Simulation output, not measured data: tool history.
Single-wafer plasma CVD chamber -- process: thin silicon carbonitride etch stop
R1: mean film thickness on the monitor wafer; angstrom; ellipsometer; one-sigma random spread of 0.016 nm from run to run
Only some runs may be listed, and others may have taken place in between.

Run 1, day 0.000: RF power (W) 245, deposition time (s) 10.1. Result: R1 60.197 angstrom.
Run 2, day 0.333: RF power (W) 245, deposition time (s) 11.6. Result: R1 68.340 angstrom.
Run 3, day 0.679: RF power (W) 240, deposition time (s) 11.4. Result: R1 67.854 angstrom.
Run 4, day 1.033: RF power (W) 240, deposition time (s) 11.1. Result: R1 65.497 angstrom.
Run 5, day 1.292: RF power (W) 240, deposition time (s) 12.2. Result: R1 71.936 angstrom.
Run 6, day 1.525: RF power (W) 265, deposition time (s) 12.2. Result: R1 73.762 angstrom.
Run 7, day 1.567: RF power (W) 260, deposition time (s) 11.9. Result: R1 71.282 angstrom.
Run 8, day 1.854: RF power (W) 255, deposition time (s) 11.6. Result: R1 69.709 angstrom.
Run 9, day 2.050: RF power (W) 250, deposition time (s) 11.4. Result: R1 68.007 angstrom.

Run 10 has not been measured yet. What should we expect?
Run 10, day 2.133: RF power (W) 245, deposition time (s) 11.2. Result: R1 ?.

{"run 10": {"R1": 66.411}}
